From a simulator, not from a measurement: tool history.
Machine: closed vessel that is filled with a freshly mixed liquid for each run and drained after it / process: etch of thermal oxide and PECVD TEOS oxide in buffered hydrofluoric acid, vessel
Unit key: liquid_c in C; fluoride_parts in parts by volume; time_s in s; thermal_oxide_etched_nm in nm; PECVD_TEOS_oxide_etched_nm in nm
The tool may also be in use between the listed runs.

run 1 hour=0.0 | liquid_c=21.0 fluoride_parts=14.5 time_s=60 | thermal_oxide_etched_nm=37.369 PECVD_TEOS_oxide_etched_nm=45.525
run 2 hour=4.6 | liquid_c=20.0 fluoride_parts=16.0 time_s=60 | thermal_oxide_etched_nm=31.821 PECVD_TEOS_oxide_etched_nm=38.118
run 3 hour=9.5 | liquid_c=19.5 fluoride_parts=17.0 time_s=60 | thermal_oxide_etched_nm=29.290 PECVD_TEOS_oxide_etched_nm=34.976
run 4 hour=12.4 | liquid_c=19.0 fluoride_parts=18.0 time_s=60 | thermal_oxide_etched_nm=26.980 PECVD_TEOS_oxide_etched_nm=32.416
run 5 hour=19.2 | liquid_c=18.5 fluoride_parts=18.5 time_s=60 | thermal_oxide_etched_nm=25.360 PECVD_TEOS_oxide_etched_nm=30.308
run 6 hour=23.0 | liquid_c=18.5 fluoride_parts=21.0 time_s=60 | thermal_oxide_etched_nm=22.509 PECVD_TEOS_oxide_etched_nm=27.301
run 7 hour=24.1 | liquid_c=18.0 fluoride_parts=21.0 time_s=60 | thermal_oxide_etched_nm=22.340 PECVD_TEOS_oxide_etched_nm=26.482

Predict the results of run 8:
run 8 hour=26.5 | liquid_c=18.0 fluoride_parts=21.0 time_s=60 | thermal_oxide_etched_nm=? PECVD_TEOS_oxide_etched_nm=?

thermal_oxide_etched_nm: 22.170 nm
PECVD_TEOS_oxide_etched_nm: 26.824 nm
